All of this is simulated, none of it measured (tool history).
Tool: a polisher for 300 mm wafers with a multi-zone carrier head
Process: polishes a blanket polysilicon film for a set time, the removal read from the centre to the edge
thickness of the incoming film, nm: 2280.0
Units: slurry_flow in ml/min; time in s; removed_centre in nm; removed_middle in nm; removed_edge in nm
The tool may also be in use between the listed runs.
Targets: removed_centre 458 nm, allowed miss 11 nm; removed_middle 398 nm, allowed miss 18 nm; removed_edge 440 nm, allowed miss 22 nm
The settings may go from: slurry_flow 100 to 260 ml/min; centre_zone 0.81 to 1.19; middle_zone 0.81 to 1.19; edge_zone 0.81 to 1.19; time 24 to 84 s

{"run": 1, "hour": 0.0, "slurry_flow": 165, "centre_zone": 1, "middle_zone": 1, "edge_zone": 1, "time": 54, "removed_centre": 516.69, "removed_middle": 499.72, "removed_edge": 519.72}
{"run": 2, "hour": 5.0, "slurry_flow": 155, "centre_zone": 1, "middle_zone": 0.97, "edge_zone": 0.97, "time": 53, "removed_centre": 506.15, "removed_middle": 478.57, "removed_edge": 499.37}
{"run": 3, "hour": 8.4, "slurry_flow": 155, "centre_zone": 1, "middle_zone": 0.97, "edge_zone": 1.03, "time": 53, "removed_centre": 507.33, "removed_middle": 477.32, "removed_edge": 512.12}
{"run": 4, "hour": 15.1, "slurry_flow": 155, "centre_zone": 0.95, "middle_zone": 0.97, "edge_zone": 1.03, "time": 53, "removed_centre": 486.63, "removed_middle": 469.56, "removed_edge": 518.74}
{"run": 5, "hour": 17.7, "slurry_flow": 150, "centre_zone": 0.96, "middle_zone": 0.94, "edge_zone": 1, "time": 52, "removed_centre": 471.12, "removed_middle": 454.67, "removed_edge": 492.44}
{"run": 6, "hour": 19.8, "slurry_flow": 145, "centre_zone": 0.98, "middle_zone": 0.91, "edge_zone": 0.99, "time": 51, "removed_centre": 471.32, "removed_middle": 439.67, "removed_edge": 468.76}
{"run": 7, "hour": 28.1, "slurry_flow": 140, "centre_zone": 0.98, "middle_zone": 0.88, "edge_zone": 1, "time": 51, "removed_centre": 465.8, "removed_middle": 407.47, "removed_edge": 477.85}
{"run": 8, "hour": 35.7, "slurry_flow": 140, "centre_zone": 0.98, "middle_zone": 0.88, "edge_zone": 1, "time": 51, "removed_centre": 467.08, "removed_middle": 417.06, "removed_edge": 486.03}
{"run": 9, "hour": 41.4, "slurry_flow": 135, "centre_zone": 0.99, "middle_zone": 0.87, "edge_zone": 0.98, "time": 51, "removed_centre": 468, "removed_middle": 414.41, "removed_edge": 467.46}
{"run": 10, "hour": 48.5, "slurry_flow": 130, "centre_zone": 0.99, "middle_zone": 0.86, "edge_zone": 0.97, "time": 51, "removed_centre": 461.11, "removed_middle": 396.47, "removed_edge": 460.48}

Which of these 4 next moves meets every target?
{"run": "A", "hour": 55.6, "slurry_flow": 125, "centre_zone": 0.9, "middle_zone": 0.81, "edge_zone": 1.07, "time": 55, "removed_centre": "?", "removed_middle": "?", "removed_edge": "?"}
{"run": "B", "hour": 55.6, "slurry_flow": 120, "centre_zone": 0.95, "middle_zone": 0.83, "edge_zone": 1.03, "time": 56, "removed_centre": "?", "removed_middle": "?", "removed_edge": "?"}
{"run": "C", "hour": 55.6, "slurry_flow": 150, "centre_zone": 0.96, "middle_zone": 0.82, "edge_zone": 1.05, "time": 51, "removed_centre": "?", "removed_middle": "?", "removed_edge": "?"}
{"run": "D", "hour": 55.6, "slurry_flow": 150, "centre_zone": 0.98, "middle_zone": 0.86, "edge_zone": 0.9, "time": 49, "removed_centre": "?", "removed_middle": "?", "removed_edge": "?"}

move=A removed_centre=450.73 removed_middle=406 removed_edge=519.94
move=B removed_centre=478.59 removed_middle=416.93 removed_edge=515.36
move=C removed_centre=468.64 removed_middle=397.09 removed_edge=492.55
move=D removed_centre=459.84 removed_middle=396.75 removed_edge=439.5
A: further off than the last run
B: further off than the last run
C: further off than the last run
D: meets every target
The right move is D.
